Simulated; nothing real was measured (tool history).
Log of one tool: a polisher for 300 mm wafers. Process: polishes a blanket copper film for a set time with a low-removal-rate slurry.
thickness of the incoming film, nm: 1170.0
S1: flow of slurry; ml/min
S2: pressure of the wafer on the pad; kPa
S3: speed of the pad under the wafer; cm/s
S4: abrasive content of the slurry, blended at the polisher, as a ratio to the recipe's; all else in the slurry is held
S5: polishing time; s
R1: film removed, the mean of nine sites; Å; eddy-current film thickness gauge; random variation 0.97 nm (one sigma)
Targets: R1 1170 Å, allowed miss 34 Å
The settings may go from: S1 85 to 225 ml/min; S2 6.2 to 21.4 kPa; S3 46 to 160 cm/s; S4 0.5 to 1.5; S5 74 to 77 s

run,day,S1,S2,S3,S4,S5,R1
1,0,145,13.8,102,1,74,1815.7
2,0.033,145,17.2,102,1,74,2217.3
3,0.079,145,17.2,102,0.8,74,2127.7
4,0.25,145,17.2,102,0.8,77,2219.7
5,0.367,145,17.2,102,1,77,2305.5
6,0.608,145,17.2,90,1,77,2061
7,0.708,140,15.9,90,1,77,1872.1
8,0.962,135,15.2,90,1,77,1790
9,1.1,125,11,88,1,77,1298.9
10,1.192,120,11,88,1,77,1289.4
11,1.296,115,11,88,1,77,1284.1
12,1.367,110,11,88,1,77,1252.5
13,1.508,105,11,88,1,77,1246.4
14,1.592,95,11,88,1,77,1218.8

Which of these 4 next moves meets every target?
A,1.675,85,11,98,1,77,?
B,1.675,85,13.8,76,1.3,75,?
C,1.675,85,9.7,102,1,76,?
D,1.675,90,13.8,84,0.9,74,?

move,R1
A,1289.6
B,1263.7
C,1177.8
D,1301.6
A: further off than the last run
B: further off than the last run
C: meets every target
D: further off than the last run
The right move is C.
